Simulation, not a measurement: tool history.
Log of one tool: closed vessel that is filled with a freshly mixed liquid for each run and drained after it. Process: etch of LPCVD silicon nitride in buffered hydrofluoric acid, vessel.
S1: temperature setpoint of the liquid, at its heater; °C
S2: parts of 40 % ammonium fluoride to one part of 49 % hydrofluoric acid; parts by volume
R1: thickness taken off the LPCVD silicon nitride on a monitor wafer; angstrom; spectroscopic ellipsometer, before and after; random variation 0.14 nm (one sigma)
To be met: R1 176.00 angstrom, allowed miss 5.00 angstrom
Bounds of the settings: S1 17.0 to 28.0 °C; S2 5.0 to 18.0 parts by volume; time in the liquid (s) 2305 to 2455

{"run": 1, "hour": 0.0, "S1": 20.0, "S2": 11.0, "time in the liquid (s)": 2305, "R1": 255.61}
{"run": 2, "hour": 2.7, "S1": 19.5, "S2": 11.5, "time in the liquid (s)": 2305, "R1": 239.16}
{"run": 3, "hour": 7.6, "S1": 19.5, "S2": 11.5, "time in the liquid (s)": 2455, "R1": 252.35}
{"run": 4, "hour": 14.9, "S1": 21.5, "S2": 11.5, "time in the liquid (s)": 2455, "R1": 286.17}
{"run": 5, "hour": 24.6, "S1": 21.5, "S2": 9.0, "time in the liquid (s)": 2455, "R1": 344.77}
{"run": 6, "hour": 29.1, "S1": 20.5, "S2": 10.0, "time in the liquid (s)": 2450, "R1": 304.76}
{"run": 7, "hour": 30.7, "S1": 20.0, "S2": 11.0, "time in the liquid (s)": 2445, "R1": 271.8}
{"run": 8, "hour": 33.6, "S1": 19.5, "S2": 11.5, "time in the liquid (s)": 2440, "R1": 252.27}
{"run": 9, "hour": 35.8, "S1": 19.5, "S2": 11.5, "time in the liquid (s)": 2440, "R1": 248.79}
{"run": 10, "hour": 38.8, "S1": 19.0, "S2": 12.0, "time in the liquid (s)": 2440, "R1": 234.07}
{"run": 11, "hour": 47.8, "S1": 18.5, "S2": 12.5, "time in the liquid (s)": 2440, "R1": 218.19}
{"run": 12, "hour": 53.9, "S1": 18.0, "S2": 13.0, "time in the liquid (s)": 2440, "R1": 205.92}
{"run": 13, "hour": 55.9, "S1": 17.5, "S2": 13.5, "time in the liquid (s)": 2435, "R1": 190.76}

4 next moves are on the table. One of them brings every result within its allowed miss. Which?
{"run": "A", "hour": 57.9, "S1": 17.0, "S2": 13.0, "time in the liquid (s)": 2395, "R1": "?"}
{"run": "B", "hour": 57.9, "S1": 17.0, "S2": 13.0, "time in the liquid (s)": 2425, "R1": "?"}
{"run": "C", "hour": 57.9, "S1": 17.0, "S2": 13.5, "time in the liquid (s)": 2325, "R1": "?"}
{"run": "D", "hour": 57.9, "S1": 18.0, "S2": 14.0, "time in the liquid (s)": 2400, "R1": "?"}

move=A R1=188.30
move=B R1=190.66
move=C R1=176.15
move=D R1=185.74
A: nearer than the last run, and not there yet
B: as far off as the last run
C: meets every target
D: nearer than the last run, and not there yet
Move C is the one to make.
